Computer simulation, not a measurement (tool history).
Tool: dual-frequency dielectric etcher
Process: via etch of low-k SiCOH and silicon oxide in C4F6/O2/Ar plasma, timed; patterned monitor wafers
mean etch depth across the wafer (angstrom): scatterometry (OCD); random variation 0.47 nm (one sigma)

| run | hour | source power (kW) | bias power (kW) | etch time (s) | mean etch depth across the wafer (angstrom) |
|---|---|---|---|---|---|
| 1 | 0 | 0.36 | 0.241 | 39.5 | 1022.5 |
| 2 | 1.6 | 0.4 | 0.241 | 39.5 | 1056 |
| 3 | 6.5 | 0.4 | 0.241 | 39.5 | 1071.4 |
| 4 | 7.6 | 0.44 | 0.241 | 39.5 | 1125.4 |
| 5 | 12.4 | 0.49 | 0.241 | 39.5 | 1185.7 |
| 6 | 13.4 | 0.5 | 0.241 | 39.5 | 1181.4 |

The next listed run, before its measurement:
| 7 | 21.3 | 0.43 | 0.232 | 39.5 | ? |

{"run 7": {"mean etch depth across the wafer (angstrom)": 1090}}

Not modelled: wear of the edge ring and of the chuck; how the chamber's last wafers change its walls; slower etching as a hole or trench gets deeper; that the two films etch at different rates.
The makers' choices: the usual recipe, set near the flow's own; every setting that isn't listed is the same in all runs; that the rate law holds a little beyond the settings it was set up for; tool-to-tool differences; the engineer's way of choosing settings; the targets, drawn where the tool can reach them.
